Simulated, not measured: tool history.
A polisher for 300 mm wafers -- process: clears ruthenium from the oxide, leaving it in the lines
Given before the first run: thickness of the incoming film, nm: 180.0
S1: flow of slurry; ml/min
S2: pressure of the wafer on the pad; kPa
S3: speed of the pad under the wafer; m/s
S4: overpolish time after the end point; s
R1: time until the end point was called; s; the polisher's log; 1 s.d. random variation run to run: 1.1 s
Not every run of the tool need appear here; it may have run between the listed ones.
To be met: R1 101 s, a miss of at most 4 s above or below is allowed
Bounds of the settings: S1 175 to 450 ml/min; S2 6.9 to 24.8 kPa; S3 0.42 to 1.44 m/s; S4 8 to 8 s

run 1 day=0 | S1=290 S2=15.9 S3=0.92 S4=8 | R1=144.41
run 2 day=0.2 | S1=290 S2=18.6 S3=0.92 S4=8 | R1=121.47
run 3 day=0.496 | S1=290 S2=19.3 S3=0.92 S4=8 | R1=117.08
run 4 day=0.742 | S1=290 S2=19.3 S3=0.84 S4=8 | R1=127.39
run 5 day=1.096 | S1=290 S2=20 S3=0.84 S4=8 | R1=119.85
run 6 day=1.417 | S1=290 S2=20 S3=0.84 S4=8 | R1=124.68
run 7 day=1.512 | S1=290 S2=20.7 S3=0.84 S4=8 | R1=119.13
run 8 day=1.825 | S1=290 S2=21.4 S3=0.84 S4=8 | R1=117.58

4 next moves are on the table. One of them brings every result within its allowed miss. Which?
run A day=2.138 | S1=245 S2=22.8 S3=0.94 S4=8 | R1=?
run B day=2.138 | S1=285 S2=19.3 S3=0.8 S4=8 | R1=?
run C day=2.138 | S1=250 S2=22.1 S3=0.86 S4=8 | R1=?
run D day=2.138 | S1=295 S2=21.4 S3=0.9 S4=8 | R1=?

move=A R1=100.34
move=B R1=130.64
move=C R1=110.3
move=D R1=108
A: every result lands within tolerance
B: lands further from the targets than the last run did
C: gains on the last run, yet a result remains outside its allowed miss
D: gains on the last run, yet a result remains outside its allowed miss
A is the move that brings every result within its allowed miss.
